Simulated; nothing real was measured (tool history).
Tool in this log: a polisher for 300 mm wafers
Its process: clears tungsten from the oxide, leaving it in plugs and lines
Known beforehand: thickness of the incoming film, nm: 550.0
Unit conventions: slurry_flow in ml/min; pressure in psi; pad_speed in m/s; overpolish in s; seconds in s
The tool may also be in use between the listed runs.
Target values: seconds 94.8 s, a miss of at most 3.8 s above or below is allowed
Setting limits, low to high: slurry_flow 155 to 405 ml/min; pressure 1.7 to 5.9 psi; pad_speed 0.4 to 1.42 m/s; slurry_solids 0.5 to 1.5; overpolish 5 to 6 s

run 1 hour=0 | slurry_flow=260 pressure=3.8 pad_speed=0.9 slurry_solids=1 overpolish=6 | seconds=127.91
run 2 hour=7.2 | slurry_flow=260 pressure=3.8 pad_speed=0.9 slurry_solids=1.1 overpolish=6 | seconds=120.07
run 3 hour=15.2 | slurry_flow=260 pressure=4.1 pad_speed=0.9 slurry_solids=1.1 overpolish=6 | seconds=114.31
run 4 hour=21.1 | slurry_flow=260 pressure=3.3 pad_speed=0.9 slurry_solids=1.1 overpolish=6 | seconds=139.56
run 5 hour=24.2 | slurry_flow=260 pressure=3.8 pad_speed=0.9 slurry_solids=1.1 overpolish=6 | seconds=123.02
run 6 hour=31.9 | slurry_flow=305 pressure=3.8 pad_speed=0.9 slurry_solids=1.1 overpolish=6 | seconds=121.29
run 7 hour=34.2 | slurry_flow=305 pressure=4.1 pad_speed=0.9 slurry_solids=1.1 overpolish=6 | seconds=113.39
run 8 hour=35.7 | slurry_flow=305 pressure=4.3 pad_speed=0.9 slurry_solids=1.1 overpolish=6 | seconds=105.58
run 9 hour=40.1 | slurry_flow=305 pressure=4.4 pad_speed=0.9 slurry_solids=1.1 overpolish=6 | seconds=101.28
run 10 hour=47.3 | slurry_flow=305 pressure=4.5 pad_speed=0.9 slurry_solids=1.1 overpolish=6 | seconds=101.93

4 next moves are on the table. One of them brings every result within its allowed miss. Which?
run A hour=54.5 | slurry_flow=345 pressure=3.9 pad_speed=1.42 slurry_solids=1.15 overpolish=5 | seconds=?
run B hour=54.5 | slurry_flow=265 pressure=4.4 pad_speed=1.04 slurry_solids=1.2 overpolish=5 | seconds=?
run C hour=54.5 | slurry_flow=405 pressure=4.9 pad_speed=0.86 slurry_solids=1.5 overpolish=5 | seconds=?
run D hour=54.5 | slurry_flow=320 pressure=5.3 pad_speed=0.9 slurry_solids=1.15 overpolish=6 | seconds=?

move=A seconds=85.17
move=B seconds=94.534
move=C seconds=87.928
move=D seconds=86.334
A: takes the result that was furthest off past its target
B: each result inside its tolerance
C: takes the result that was furthest off past its target
D: takes the result that was furthest off past its target
Correct choice: B, which meets every target
